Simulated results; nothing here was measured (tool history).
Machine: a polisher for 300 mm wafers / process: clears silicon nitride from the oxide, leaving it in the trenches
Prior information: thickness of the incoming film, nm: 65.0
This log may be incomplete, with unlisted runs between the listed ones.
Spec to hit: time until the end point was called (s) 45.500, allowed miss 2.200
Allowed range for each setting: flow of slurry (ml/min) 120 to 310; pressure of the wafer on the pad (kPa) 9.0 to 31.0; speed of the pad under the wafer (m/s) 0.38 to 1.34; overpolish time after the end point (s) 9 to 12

run  hour  flow of slurry (ml/min)  pressure of the wafer on the pad (kPa)  speed of the pad under the wafer (m/s)  overpolish time after the end point (s)  time until the end point was called (s)
  1   0.0                      200                                    20.0                                    0.86                                       12                                   92.397
  2   7.1                      200                                    22.8                                    0.90                                       12                                   79.364
  3  10.3                      200                                    22.8                                    1.00                                       12                                   71.607
  4  10.9                      200                                    24.8                                    1.02                                       12                                   65.419
  5  11.8                      200                                    26.2                                    1.06                                       12                                   60.616
  6  19.6                      200                                    26.2                                    0.98                                       12                                   63.293
  7  28.4                      200                                    27.6                                    1.02                                       12                                   58.286
  8  35.5                      200                                    28.3                                    1.06                                       12                                   55.643
  9  42.5                      200                                    29.0                                    1.08                                       12                                   54.696
 10  49.1                      200                                    29.6                                    1.12                                       12                                   51.838
 11  51.2                      200                                    30.3                                    1.16                                       12                                   48.600
     52.0  -- worn pad replaced by a new one
 12  52.0                      200                                    30.3                                    1.18                                       12                                   43.099
 13  60.3                      200                                    30.3                                    1.18                                       12                                   43.222

Next run, 5 choices. One meets every target within its allowed miss, the rest don't. Which?
  A  68.6                      235                                    29.0                                    0.98                                        9                                        ?
  B  68.6                      185                                    30.3                                    1.26                                        9                                        ?
  C  68.6                      195                                    31.0                                    1.08                                        9                                        ?
  D  68.6                      210                                    25.5                                    1.16                                       12                                        ?
  E  68.6                      185                                    29.0                                    1.00                                       10                                        ?

move  time until the end point was called (s)
   A                                   51.907
   B                                   41.279
   C                                   45.791
   D                                   51.587
   E                                   52.750
A: takes the biggest miss from the last run beyond its target
B: lands further from the targets than the last run did
C: all results in spec
D: takes the biggest miss from the last run beyond its target
E: takes the biggest miss from the last run beyond its target
C is the move that brings every result within its allowed miss.
